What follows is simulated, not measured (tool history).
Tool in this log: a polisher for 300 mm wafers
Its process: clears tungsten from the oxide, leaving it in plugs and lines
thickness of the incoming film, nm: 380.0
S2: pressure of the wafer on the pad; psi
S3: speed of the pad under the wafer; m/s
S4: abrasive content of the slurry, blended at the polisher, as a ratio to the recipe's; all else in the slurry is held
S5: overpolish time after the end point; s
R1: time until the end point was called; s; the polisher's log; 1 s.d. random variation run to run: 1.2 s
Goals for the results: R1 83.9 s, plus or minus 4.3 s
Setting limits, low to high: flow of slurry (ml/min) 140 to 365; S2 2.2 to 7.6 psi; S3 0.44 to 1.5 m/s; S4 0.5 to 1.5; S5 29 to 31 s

Run 1, hour 0: flow of slurry (ml/min) 235, S2 4.9 psi, S3 0.96 m/s, S4 1, S5 29 s. Result: R1 64.821 s.
Run 2, hour 6: flow of slurry (ml/min) 235, S2 4.9 psi, S3 0.96 m/s, S4 1.15, S5 29 s. Result: R1 65.666 s.
Run 3, hour 13.6: flow of slurry (ml/min) 235, S2 4.5 psi, S3 0.96 m/s, S4 1.15, S5 29 s. Result: R1 68.247 s.
Run 4, hour 19: flow of slurry (ml/min) 235, S2 4.5 psi, S3 0.96 m/s, S4 1.25, S5 29 s. Result: R1 68.237 s.
Run 5, hour 28: flow of slurry (ml/min) 275, S2 4.5 psi, S3 0.96 m/s, S4 1.25, S5 29 s. Result: R1 67.799 s.
Run 6, hour 32.5: flow of slurry (ml/min) 275, S2 4.2 psi, S3 0.96 m/s, S4 1.25, S5 29 s. Result: R1 70.798 s.
Run 7, hour 36.4: flow of slurry (ml/min) 275, S2 3.9 psi, S3 0.96 m/s, S4 1.25, S5 29 s. Result: R1 75.32 s.
Run 8, hour 45.1: flow of slurry (ml/min) 275, S2 3.7 psi, S3 0.96 m/s, S4 1.25, S5 29 s. Result: R1 76.597 s.

Consider the 5 candidate settings below. Which is the only one whose results all fall within their allowed miss of target?
Run A, hour 53.8: flow of slurry (ml/min) 335, S2 3.9 psi, S3 1 m/s, S4 1.3, S5 29 s. Result: R1 ?.
Run B, hour 53.8: flow of slurry (ml/min) 335, S2 3.3 psi, S3 0.86 m/s, S4 1.1, S5 29 s. Result: R1 ?.
Run C, hour 53.8: flow of slurry (ml/min) 290, S2 4.4 psi, S3 0.72 m/s, S4 1.1, S5 31 s. Result: R1 ?.
Run D, hour 53.8: flow of slurry (ml/min) 230, S2 2.8 psi, S3 1.04 m/s, S4 1, S5 31 s. Result: R1 ?.
Run E, hour 53.8: flow of slurry (ml/min) 245, S2 3.6 psi, S3 0.94 m/s, S4 1.1, S5 31 s. Result: R1 ?.

move      R1
   A  70.445
   B   95.35
   C  91.799
   D  94.463
   E  84.517
A: moves away from the targets compared with the last run
B: takes the result that was furthest off past its target
C: takes the result that was furthest off past its target
D: takes the result that was furthest off past its target
E: all results land within tolerance of their targets
E meets every target.
